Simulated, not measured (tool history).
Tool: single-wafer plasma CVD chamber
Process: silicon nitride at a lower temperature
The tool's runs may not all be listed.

| run | day | heater temperature setpoint (°C) | chamber pressure (Pa) | RF power (W) | deposition time (s) | mean film thickness on the monitor wafer (nm) |
|---|---|---|---|---|---|---|
| 1 | 0 | 345 | 181 | 390 | 48.3 | 70.322 |
| 2 | 0.071 | 338 | 181 | 390 | 48.3 | 70.747 |
| 3 | 0.117 | 338 | 181 | 390 | 49.8 | 73.096 |
| 4 | 0.433 | 338 | 181 | 425 | 49.8 | 77.367 |
| 5 | 0.758 | 338 | 185 | 425 | 49.8 | 77.835 |
| 6 | 0.896 | 345 | 185 | 425 | 49.8 | 77.534 |
| 7 | 0.942 | 345 | 189 | 425 | 49.8 | 78.142 |
| 8 | 1.133 | 345 | 192 | 425 | 49.8 | 78.481 |

Run 9, settings as shown, results not yet in. Your forecast:
| 9 | 1.417 | 345 | 195 | 425 | 49.8 | ? |

{"run 9": {"mean film thickness on the monitor wafer (nm)": 78.845}}
